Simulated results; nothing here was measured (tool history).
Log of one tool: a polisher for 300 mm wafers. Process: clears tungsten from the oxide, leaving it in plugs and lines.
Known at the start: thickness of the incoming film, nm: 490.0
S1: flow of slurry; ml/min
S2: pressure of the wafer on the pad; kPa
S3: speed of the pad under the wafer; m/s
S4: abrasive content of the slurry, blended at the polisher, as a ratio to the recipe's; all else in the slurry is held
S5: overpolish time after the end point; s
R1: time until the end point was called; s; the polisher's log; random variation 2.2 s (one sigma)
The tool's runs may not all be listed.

run 1 hour=0 | S1=240 S2=26.9 S3=0.88 S4=1 S5=9 | R1=142.97
run 2 hour=1.4 | S1=240 S2=20.7 S3=0.88 S4=1 S5=9 | R1=175.78
run 3 hour=8.2 | S1=240 S2=20.7 S3=0.88 S4=1.1 S5=9 | R1=171.75
run 4 hour=13.6 | S1=240 S2=20.7 S3=0.88 S4=1.2 S5=9 | R1=165.57
run 5 hour=16.3 | S1=240 S2=18.6 S3=0.86 S4=1.2 S5=9 | R1=184.62
run 6 hour=24 | S1=240 S2=18.6 S3=0.86 S4=1 S5=9 | R1=194.79
run 7 hour=25.4 | S1=240 S2=17.2 S3=0.86 S4=1 S5=9 | R1=205.22
run 8 hour=29.7 | S1=240 S2=15.9 S3=0.86 S4=1 S5=9 | R1=222.55
run 9 hour=33.3 | S1=240 S2=15.2 S3=0.86 S4=1 S5=9 | R1=224.18

Run 10 comes next. What will it give?
run 10 hour=37 | S1=240 S2=14.5 S3=0.86 S4=1 S5=9 | R1=?

R1: 233.65 s
